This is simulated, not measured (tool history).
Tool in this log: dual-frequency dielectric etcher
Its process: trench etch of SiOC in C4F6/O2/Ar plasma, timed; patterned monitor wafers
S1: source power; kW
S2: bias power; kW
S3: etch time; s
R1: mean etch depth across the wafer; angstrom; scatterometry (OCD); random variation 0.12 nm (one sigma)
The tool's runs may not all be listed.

| run | hour | S1 | S2 | S3 | R1 |
|---|---|---|---|---|---|
| 1 | 0 | 0.48 | 0.22 | 15 | 347.68 |
| 2 | 5.2 | 0.48 | 0.191 | 15 | 331.47 |
| 3 | 5.9 | 0.41 | 0.191 | 15 | 309.06 |
| 4 | 9.6 | 0.41 | 0.191 | 15 | 309.53 |
| 5 | 12.6 | 0.46 | 0.194 | 15 | 327.96 |
| 6 | 21 | 0.46 | 0.165 | 15 | 307.18 |
| 7 | 29.3 | 0.5 | 0.173 | 15 | 327.24 |
| 8 | 35.8 | 0.53 | 0.177 | 15 | 336.27 |
| 9 | 40.5 | 0.56 | 0.183 | 15 | 348.33 |
| 10 | 48.3 | 0.58 | 0.188 | 15 | 356.84 |
| 11 | 55.7 | 0.6 | 0.193 | 15 | 364.85 |
| 12 | 57.8 | 0.61 | 0.198 | 15 | 371.3 |

Forecast run 13:
| 13 | 60.2 | 0.62 | 0.202 | 15 | ? |

Run 13 came out at R1 377.61 angstrom.

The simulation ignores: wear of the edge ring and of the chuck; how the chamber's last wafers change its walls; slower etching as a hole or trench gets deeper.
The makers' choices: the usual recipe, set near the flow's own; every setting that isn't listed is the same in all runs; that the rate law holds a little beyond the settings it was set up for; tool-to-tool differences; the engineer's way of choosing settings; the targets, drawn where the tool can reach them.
